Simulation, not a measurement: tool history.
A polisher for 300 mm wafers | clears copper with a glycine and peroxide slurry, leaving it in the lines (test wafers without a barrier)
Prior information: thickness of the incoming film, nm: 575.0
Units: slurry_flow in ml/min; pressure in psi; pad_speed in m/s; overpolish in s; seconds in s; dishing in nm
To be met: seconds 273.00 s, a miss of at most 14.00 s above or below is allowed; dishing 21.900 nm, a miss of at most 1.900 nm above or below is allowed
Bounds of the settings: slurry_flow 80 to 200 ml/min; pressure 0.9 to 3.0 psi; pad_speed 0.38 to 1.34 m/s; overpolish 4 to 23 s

run	hour	slurry_flow	pressure	pad_speed	overpolish	seconds	dishing
1	0.0	130	1.9	0.86	12	196.26	26.996
2	8.9	130	2.3	0.86	12	167.82	30.012
3	13.6	130	2.0	0.84	12	197.09	26.662
4	19.3	130	2.5	0.84	12	169.11	32.584
5	20.6	130	2.2	0.82	13	188.39	32.791
6	22.7	130	2.2	0.74	13	198.54	29.624
7	26.1	130	2.0	0.72	13	219.24	27.557
8	32.6	130	1.9	0.72	13	226.79	25.841
9	39.7	130	1.8	0.72	13	233.27	25.428
10	44.1	130	1.7	0.72	13	250.59	23.965
11	45.7	130	1.7	0.72	13	240.03	24.565
12	47.9	130	1.6	0.72	13	250.68	23.109

Pick the move, out of 4, that brings all results within their allowed miss; only one does.
A	50.1	125	1.4	0.74	11	?	?
B	50.1	140	1.7	0.78	11	?	?
C	50.1	110	0.9	0.88	12	?	?
D	50.1	135	1.5	0.70	13	?	?

move	seconds	dishing
A	270.45	18.197
B	226.86	21.468
C	321.04	16.680
D	265.55	21.672
A: puts the biggest miss on target and leaves a different result outside tolerance
B: further off than the last run
C: the result that was furthest off in the last run now lies on the other side of its target
D: every result lands within tolerance
The move that meets every target is D.
